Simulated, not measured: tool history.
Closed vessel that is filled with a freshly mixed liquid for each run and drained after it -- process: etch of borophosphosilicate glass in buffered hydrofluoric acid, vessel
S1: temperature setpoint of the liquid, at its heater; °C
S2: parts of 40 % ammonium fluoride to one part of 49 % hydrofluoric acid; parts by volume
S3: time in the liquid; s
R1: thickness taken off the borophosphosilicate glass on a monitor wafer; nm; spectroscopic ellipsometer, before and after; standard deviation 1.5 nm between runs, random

{"run": 1, "hour": 0.0, "S1": 25.0, "S2": 19.5, "S3": 30, "R1": 61.13}
{"run": 2, "hour": 2.9, "S1": 26.5, "S2": 19.5, "S3": 30, "R1": 67.197}
{"run": 3, "hour": 5.7, "S1": 28.0, "S2": 19.5, "S3": 30, "R1": 73.151}
{"run": 4, "hour": 9.2, "S1": 29.5, "S2": 15.0, "S3": 30, "R1": 99.245}
{"run": 5, "hour": 14.0, "S1": 30.5, "S2": 12.0, "S3": 30, "R1": 130.96}
{"run": 6, "hour": 18.4, "S1": 27.5, "S2": 12.0, "S3": 30, "R1": 113.51}

What will run 7 give?
{"run": 7, "hour": 27.6, "S1": 31.5, "S2": 6.5, "S3": 30, "R1": "?"}

Run 7 produced R1 251.330 nm.

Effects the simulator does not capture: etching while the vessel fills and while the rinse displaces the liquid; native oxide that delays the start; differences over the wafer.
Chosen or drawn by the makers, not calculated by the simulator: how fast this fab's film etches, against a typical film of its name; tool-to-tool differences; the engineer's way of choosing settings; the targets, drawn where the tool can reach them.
